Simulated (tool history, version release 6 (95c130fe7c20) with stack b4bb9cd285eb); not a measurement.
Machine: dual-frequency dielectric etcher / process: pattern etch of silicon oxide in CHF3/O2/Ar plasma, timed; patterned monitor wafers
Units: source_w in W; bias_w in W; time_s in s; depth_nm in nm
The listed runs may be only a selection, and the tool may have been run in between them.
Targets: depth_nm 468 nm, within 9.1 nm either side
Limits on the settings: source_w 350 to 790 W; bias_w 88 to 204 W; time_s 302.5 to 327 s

Run 1, hour 0: source_w 570 W, bias_w 146 W, time_s 327 s. Result: depth_nm 591.67 nm.
Run 2, hour 7.2: source_w 530 W, bias_w 138 W, time_s 325 s. Result: depth_nm 561.42 nm.
Run 3, hour 16.4: source_w 530 W, bias_w 138 W, time_s 327 s. Result: depth_nm 562.8 nm.
Run 4, hour 18.2: source_w 500 W, bias_w 133 W, time_s 326 s. Result: depth_nm 540.25 nm.
Run 5, hour 21.3: source_w 500 W, bias_w 133 W, time_s 327 s. Result: depth_nm 545.38 nm.
Run 6, hour 23.9: source_w 500 W, bias_w 133 W, time_s 327 s. Result: depth_nm 540.41 nm.
Run 7, hour 30.5: source_w 470 W, bias_w 131 W, time_s 326.5 s. Result: depth_nm 523.65 nm.
Run 8, hour 37.9: source_w 450 W, bias_w 130 W, time_s 326.5 s. Result: depth_nm 512.1 nm.
Run 9, hour 46.9: source_w 430 W, bias_w 129 W, time_s 326.5 s. Result: depth_nm 495.32 nm.
Run 10, hour 52.3: source_w 420 W, bias_w 129 W, time_s 326.5 s. Result: depth_nm 492.92 nm.
Run 11, hour 60.8: source_w 350 W, bias_w 123 W, time_s 325.5 s. Result: depth_nm 438.31 nm.
Run 12, hour 62: source_w 360 W, bias_w 123 W, time_s 325.5 s. Result: depth_nm 445.79 nm.
Run 13, hour 67.2: source_w 370 W, bias_w 123 W, time_s 325.5 s. Result: depth_nm 454.16 nm.

Which one of the following 5 next-run settings gets every result inside its allowed miss? There is exactly one.
Run A, hour 72.4: source_w 390 W, bias_w 130 W, time_s 306.5 s. Result: depth_nm ?.
Run B, hour 72.4: source_w 410 W, bias_w 138 W, time_s 321 s. Result: depth_nm ?.
Run C, hour 72.4: source_w 410 W, bias_w 117 W, time_s 323 s. Result: depth_nm ?.
Run D, hour 72.4: source_w 350 W, bias_w 155 W, time_s 302.5 s. Result: depth_nm ?.
Run E, hour 72.4: source_w 350 W, bias_w 120 W, time_s 327 s. Result: depth_nm ?.

move  depth_nm
   A    443.33
   B    484.48
   C    465.52
   D    435.33
   E    436.91
A: the biggest miss grows against the last run
B: carries the result that was furthest off beyond its target, to the other side
C: all results in spec
D: the biggest miss grows against the last run
E: the biggest miss grows against the last run
Correct choice: C, which meets every target

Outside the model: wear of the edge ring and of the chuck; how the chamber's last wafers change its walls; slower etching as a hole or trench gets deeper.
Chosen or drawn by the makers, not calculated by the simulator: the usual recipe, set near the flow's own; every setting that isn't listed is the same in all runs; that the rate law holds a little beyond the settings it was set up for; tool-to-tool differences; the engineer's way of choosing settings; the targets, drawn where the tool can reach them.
